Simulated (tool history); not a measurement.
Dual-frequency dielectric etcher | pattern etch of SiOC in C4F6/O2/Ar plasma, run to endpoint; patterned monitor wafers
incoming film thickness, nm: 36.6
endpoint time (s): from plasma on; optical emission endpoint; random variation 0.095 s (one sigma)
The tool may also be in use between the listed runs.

run	hour	bias power (W)	source power (W)	endpoint time (s)
1	0.0	400	360	14.369
2	4.3	462	360	13.508
3	11.0	462	300	14.436
4	17.6	475	310	14.043
# hour 21.8: source power generator calibrated
5	21.8	436	310	14.492
6	29.0	489	310	14.078
7	32.6	498	320	13.784
8	40.5	506	330	13.378
9	42.8	512	330	13.386
10	43.6	518	330	13.095
11	47.6	522	330	13.169

Run 12 comes next. What will it give?
12	56.4	527	330	?

endpoint time (s): 13.118
